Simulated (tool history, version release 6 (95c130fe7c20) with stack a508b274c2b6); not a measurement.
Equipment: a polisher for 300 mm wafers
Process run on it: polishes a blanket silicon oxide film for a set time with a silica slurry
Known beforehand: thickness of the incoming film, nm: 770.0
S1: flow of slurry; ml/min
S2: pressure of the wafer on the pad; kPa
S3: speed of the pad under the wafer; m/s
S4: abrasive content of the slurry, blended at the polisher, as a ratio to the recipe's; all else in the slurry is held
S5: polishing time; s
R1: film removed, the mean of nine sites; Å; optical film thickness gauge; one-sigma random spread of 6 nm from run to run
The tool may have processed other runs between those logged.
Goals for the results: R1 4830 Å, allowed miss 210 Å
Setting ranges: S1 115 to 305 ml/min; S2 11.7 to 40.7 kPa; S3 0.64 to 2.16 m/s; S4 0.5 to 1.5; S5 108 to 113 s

run    day   S1    S2    S3  S4   S5      R1
  1      0  195  26.2   1.4   1  108  3697.8
  2  0.129  195  28.3   1.4   1  108  3923.7
  3  0.212  195  30.3   1.4   1  108  4038.5
  4  0.383  195  32.4  1.42   1  108  4201.2
  5  0.704  170  32.4  1.42   1  108  4099.6
  6  0.808  205  32.4  1.42   1  108    4294
  7  0.971  215  33.8  1.42   1  108  4318.1
     1.021  -- head pressure recalibrated
  8  1.021  215  35.2  1.44   1  108  4351.1

Which of these 4 next moves meets every target?
  A  1.071  270  34.5  1.52   1.1  108   ?
  B  1.071  195  27.6  1.42  1.05  113   ?
  C  1.071  195  39.3  1.04  1.05  113   ?
  D  1.071  190  37.2  1.24   0.9  108   ?

move      R1
   A  4902.2
   B  3953.4
   C  3951.9
   D    3743
A: all results in spec
B: misses by more than the last run did
C: misses by more than the last run did
D: misses by more than the last run did
Correct choice: A, which meets every target

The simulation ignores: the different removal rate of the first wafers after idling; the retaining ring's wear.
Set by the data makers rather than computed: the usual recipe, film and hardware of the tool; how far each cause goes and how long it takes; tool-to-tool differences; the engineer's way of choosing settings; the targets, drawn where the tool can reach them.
